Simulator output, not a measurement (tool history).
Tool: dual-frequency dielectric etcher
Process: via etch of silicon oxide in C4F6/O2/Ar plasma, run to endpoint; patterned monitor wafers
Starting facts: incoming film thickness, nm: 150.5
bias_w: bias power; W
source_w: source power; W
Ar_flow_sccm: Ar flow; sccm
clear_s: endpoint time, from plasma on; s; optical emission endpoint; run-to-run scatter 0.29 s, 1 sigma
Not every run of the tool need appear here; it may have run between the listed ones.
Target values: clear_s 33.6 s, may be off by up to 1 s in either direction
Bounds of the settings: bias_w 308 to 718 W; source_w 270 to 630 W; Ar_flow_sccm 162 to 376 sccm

run,hour,bias_w,source_w,Ar_flow_sccm,clear_s
1,0,513,450,269,26.825
2,9,492,440,272,27.604
3,11.7,474,430,274,28.259
4,17,458,420,276,29.495
5,21.3,396,420,276,32.178
6,27.9,396,460,276,30.655
# hour 34: Ar flow controller replaced
7,34,388,460,276,31.509
8,39.8,383,460,276,31.528
9,42.3,383,460,276,31.373
10,45.2,383,460,276,31.122
11,48.8,376,460,276,31.68
12,50,371,460,276,32.279
13,56.9,368,460,276,31.913
14,63.4,317,430,281,36.106
15,70.8,322,430,281,35.648
16,73.5,327,430,281,35.279
17,77.9,380,450,278,32.045
18,86.7,376,450,278,32.117
19,88.3,372,450,278,32.588
20,90.3,370,450,278,32.212
21,94.6,367,450,278,32.713

Pick the move, out of 5, that brings all results within their allowed miss; only one does.
A,98.9,348,400,308,?
B,98.9,377,490,287,?
C,98.9,373,400,255,?
D,98.9,366,490,271,?
E,98.9,373,470,286,?

move,clear_s
A,35.908
B,31.098
C,33.596
D,31.418
E,31.835
A: the result that was furthest off in the last run now lies on the other side of its target
B: moves away from the targets compared with the last run
C: hits every target within its allowed miss
D: moves away from the targets compared with the last run
E: moves away from the targets compared with the last run
C is the move that brings every result within its allowed miss.
